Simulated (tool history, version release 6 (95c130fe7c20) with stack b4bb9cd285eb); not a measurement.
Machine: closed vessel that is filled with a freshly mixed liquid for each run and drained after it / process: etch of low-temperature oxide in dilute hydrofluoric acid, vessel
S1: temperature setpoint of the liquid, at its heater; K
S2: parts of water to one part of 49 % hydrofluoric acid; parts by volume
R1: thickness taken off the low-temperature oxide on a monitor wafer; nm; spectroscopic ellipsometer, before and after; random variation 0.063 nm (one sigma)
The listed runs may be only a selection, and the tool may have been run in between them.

{"run": 1, "day": 0.0, "S1": 298.15, "S2": 200, "time in the liquid (s)": 205, "R1": 18.36}
{"run": 2, "day": 0.096, "S1": 298.15, "S2": 200, "time in the liquid (s)": 225, "R1": 20.154}
{"run": 3, "day": 0.208, "S1": 298.15, "S2": 170, "time in the liquid (s)": 225, "R1": 24.513}
{"run": 4, "day": 0.471, "S1": 298.15, "S2": 230, "time in the liquid (s)": 225, "R1": 17.058}
{"run": 5, "day": 0.696, "S1": 296.15, "S2": 230, "time in the liquid (s)": 225, "R1": 15.98}
{"run": 6, "day": 0.788, "S1": 295.65, "S2": 235, "time in the liquid (s)": 225, "R1": 15.152}
{"day": 1.012, "done": "thermometer replaced"}
{"run": 7, "day": 1.012, "S1": 291.65, "S2": 280, "time in the liquid (s)": 225, "R1": 11.278}

Estimate the outcome of run 8 from the log above:
{"run": 8, "day": 1.346, "S1": 291.15, "S2": 290, "time in the liquid (s)": 225, "R1": "?"}

Run 8 gave R1 10.570 nm.

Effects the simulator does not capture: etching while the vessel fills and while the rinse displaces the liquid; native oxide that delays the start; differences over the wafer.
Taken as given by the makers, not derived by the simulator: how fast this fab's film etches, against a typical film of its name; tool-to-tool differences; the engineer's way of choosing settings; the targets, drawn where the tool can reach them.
